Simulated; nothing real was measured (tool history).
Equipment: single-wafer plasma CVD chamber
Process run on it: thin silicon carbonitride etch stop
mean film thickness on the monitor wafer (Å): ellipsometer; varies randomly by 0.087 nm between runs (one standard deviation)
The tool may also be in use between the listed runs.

run,day,RF power (W),deposition time (s),mean film thickness on the monitor wafer (Å)
1,0,220,19.4,117.78
2,0.071,220,18.3,113.04
3,0.138,235,19.9,124.08
4,0.246,265,19.9,128.29
5,0.596,265,18.5,119.57
6,0.908,245,18.5,117.74

For run 7, what comes out?
7,1.075,270,21.6,?

For run 7 the tool returned mean film thickness on the monitor wafer (Å) 141.53.
